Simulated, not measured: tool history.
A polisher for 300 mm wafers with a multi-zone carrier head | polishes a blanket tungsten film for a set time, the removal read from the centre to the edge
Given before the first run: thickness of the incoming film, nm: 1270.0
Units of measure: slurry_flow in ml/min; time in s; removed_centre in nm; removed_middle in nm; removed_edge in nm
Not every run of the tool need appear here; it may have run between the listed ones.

{"run": 1, "day": 0.0, "slurry_flow": 140, "centre_zone": 1, "middle_zone": 1, "edge_zone": 1, "slurry_solids": 1, "time": 46, "removed_centre": 190.03, "removed_middle": 186.19, "removed_edge": 190.17}
{"run": 2, "day": 0.288, "slurry_flow": 140, "centre_zone": 0.93, "middle_zone": 1, "edge_zone": 1, "slurry_solids": 1, "time": 46, "removed_centre": 179.07, "removed_middle": 192.24, "removed_edge": 189.5}
{"run": 3, "day": 0.65, "slurry_flow": 140, "centre_zone": 0.93, "middle_zone": 0.96, "edge_zone": 1, "slurry_solids": 1, "time": 46, "removed_centre": 176.52, "removed_middle": 184.75, "removed_edge": 188.74}
{"run": 4, "day": 0.7, "slurry_flow": 140, "centre_zone": 0.93, "middle_zone": 0.93, "edge_zone": 1, "slurry_solids": 1, "time": 46, "removed_centre": 177.01, "removed_middle": 179.25, "removed_edge": 186.36}
{"run": 5, "day": 1.033, "slurry_flow": 140, "centre_zone": 0.93, "middle_zone": 0.93, "edge_zone": 0.94, "slurry_solids": 1, "time": 46, "removed_centre": 171.31, "removed_middle": 185.73, "removed_edge": 181.5}
{"run": 6, "day": 1.171, "slurry_flow": 140, "centre_zone": 0.95, "middle_zone": 0.93, "edge_zone": 0.92, "slurry_solids": 0.95, "time": 44, "removed_centre": 169.42, "removed_middle": 170.09, "removed_edge": 175.06}
{"run": 7, "day": 1.508, "slurry_flow": 145, "centre_zone": 0.96, "middle_zone": 0.97, "edge_zone": 0.9, "slurry_solids": 0.95, "time": 40, "removed_centre": 158.64, "removed_middle": 160.46, "removed_edge": 154.18}
{"run": 8, "day": 1.758, "slurry_flow": 145, "centre_zone": 0.95, "middle_zone": 0.98, "edge_zone": 0.89, "slurry_solids": 0.9, "time": 38, "removed_centre": 152.27, "removed_middle": 150.81, "removed_edge": 143.79}
{"run": 9, "day": 2.125, "slurry_flow": 120, "centre_zone": 0.85, "middle_zone": 1.04, "edge_zone": 0.83, "slurry_solids": 0.65, "time": 32, "removed_centre": 100.47, "removed_middle": 121.56, "removed_edge": 105.59}
{"run": 10, "day": 2.388, "slurry_flow": 125, "centre_zone": 0.86, "middle_zone": 1.03, "edge_zone": 0.83, "slurry_solids": 0.65, "time": 32, "removed_centre": 101.74, "removed_middle": 119.25, "removed_edge": 105.98}
{"run": 11, "day": 2.408, "slurry_flow": 130, "centre_zone": 0.87, "middle_zone": 1.03, "edge_zone": 0.83, "slurry_solids": 0.65, "time": 32, "removed_centre": 106.41, "removed_middle": 119.86, "removed_edge": 107.15}

Estimate the outcome of run 12 from the log above:
{"run": 12, "day": 2.508, "slurry_flow": 135, "centre_zone": 0.88, "middle_zone": 1.03, "edge_zone": 0.83, "slurry_solids": 0.65, "time": 32, "removed_centre": "?", "removed_middle": "?", "removed_edge": "?"}

removed_centre: 103.48 nm
removed_middle: 119.47 nm
removed_edge: 109.82 nm
